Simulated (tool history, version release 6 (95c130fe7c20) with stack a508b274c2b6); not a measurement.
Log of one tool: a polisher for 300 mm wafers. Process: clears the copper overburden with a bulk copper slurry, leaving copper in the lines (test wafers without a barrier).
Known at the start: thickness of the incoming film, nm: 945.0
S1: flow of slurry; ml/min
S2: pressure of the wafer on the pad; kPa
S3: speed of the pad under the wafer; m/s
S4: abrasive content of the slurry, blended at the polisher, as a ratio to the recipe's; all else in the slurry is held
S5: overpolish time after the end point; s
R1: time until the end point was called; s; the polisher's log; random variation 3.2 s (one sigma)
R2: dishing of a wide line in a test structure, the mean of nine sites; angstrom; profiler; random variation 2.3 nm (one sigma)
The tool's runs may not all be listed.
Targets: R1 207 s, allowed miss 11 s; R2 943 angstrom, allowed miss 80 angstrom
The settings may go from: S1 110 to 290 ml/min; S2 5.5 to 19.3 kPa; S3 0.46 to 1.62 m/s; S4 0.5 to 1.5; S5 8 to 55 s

run	hour	S1	S2	S3	S4	S5	R1	R2
1	0	185	12.4	1.04	1	28	146.86	935.64
2	7.3	185	14.5	1.04	1	28	124.91	1015.6
3	14.5	145	14.5	1.04	1	28	130.38	1009.6
4	21.1	145	13.8	1.04	1	30	137.09	974.03
5	28.7	145	13.8	1.16	1	30	121.85	1063.7
6	33.9	145	13.8	1.16	1.1	30	123.23	1007.2
7	37.6	145	13.1	1.14	1.1	32	130.14	1091.9
8	45.1	145	12.4	1.14	1.1	33	135	1060.8
9	49.7	145	11.7	1.12	1.1	34	148.23	990.44
10	52	145	11.7	1.12	1.1	34	143.44	1018.3

4 next moves are on the table. One of them brings every result within its allowed miss. Which?
A	54.3	135	13.1	1.3	1.05	29	?	?
B	54.3	135	10.3	0.92	1.1	46	?	?
C	54.3	135	14.5	1.44	1.2	24	?	?
D	54.3	115	9	1	1	49	?	?

move	R1	R2
A	117.29	1088.5
B	204.58	977.27
C	93.983	1133.9
D	229.15	918.03
A: further off than the last run
B: meets every target
C: further off than the last run
D: takes the result that was furthest off past its target
Answer: B
